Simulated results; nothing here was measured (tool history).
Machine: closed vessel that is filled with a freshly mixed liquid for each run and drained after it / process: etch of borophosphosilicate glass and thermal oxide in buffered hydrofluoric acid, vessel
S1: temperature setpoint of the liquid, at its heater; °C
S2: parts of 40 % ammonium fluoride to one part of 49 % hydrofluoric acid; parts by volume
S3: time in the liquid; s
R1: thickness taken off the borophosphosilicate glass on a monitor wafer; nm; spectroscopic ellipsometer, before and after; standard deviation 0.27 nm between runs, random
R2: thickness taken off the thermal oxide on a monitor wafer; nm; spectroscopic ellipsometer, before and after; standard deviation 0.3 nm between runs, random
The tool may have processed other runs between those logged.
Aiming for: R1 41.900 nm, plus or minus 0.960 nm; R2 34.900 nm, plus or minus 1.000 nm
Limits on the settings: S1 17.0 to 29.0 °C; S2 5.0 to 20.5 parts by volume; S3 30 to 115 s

run 1 day=0.000 | S1=21.0 S2=12.5 S3=60 | R1=51.690 R2=42.994
run 2 day=0.129 | S1=20.0 S2=12.5 S3=60 | R1=49.085 R2=40.855
run 3 day=0.308 | S1=20.0 S2=15.5 S3=60 | R1=39.300 R2=32.971
run 4 day=0.492 | S1=22.5 S2=15.5 S3=60 | R1=45.071 R2=37.821
run 5 day=0.583 | S1=20.0 S2=15.5 S3=60 | R1=38.959 R2=32.447
run 6 day=0.662 | S1=20.5 S2=15.5 S3=60 | R1=40.073 R2=33.771
-- day=0.800 thermometer replaced
run 7 day=0.800 | S1=21.0 S2=15.5 S3=60 | R1=44.329 R2=37.783
run 8 day=0.946 | S1=20.5 S2=15.5 S3=60 | R1=44.135 R2=36.533

Consider the 4 candidate settings below. Which is the only one whose results all fall within their allowed miss of target?
run A day=1.092 | S1=29.0 S2=11.0 S3=30 | R1=? R2=?
run B day=1.092 | S1=23.5 S2=16.5 S3=55 | R1=? R2=?
run C day=1.092 | S1=23.5 S2=16.0 S3=55 | R1=? R2=?
run D day=1.092 | S1=21.0 S2=12.5 S3=45 | R1=? R2=?

move=A R1=48.289 R2=40.342
move=B R1=44.310 R2=36.983
move=C R1=45.678 R2=38.120
move=D R1=41.594 R2=34.617
A: moves away from the targets compared with the last run
B: moves away from the targets compared with the last run
C: moves away from the targets compared with the last run
D: every result lands within tolerance
D is the move that brings every result within its allowed miss.
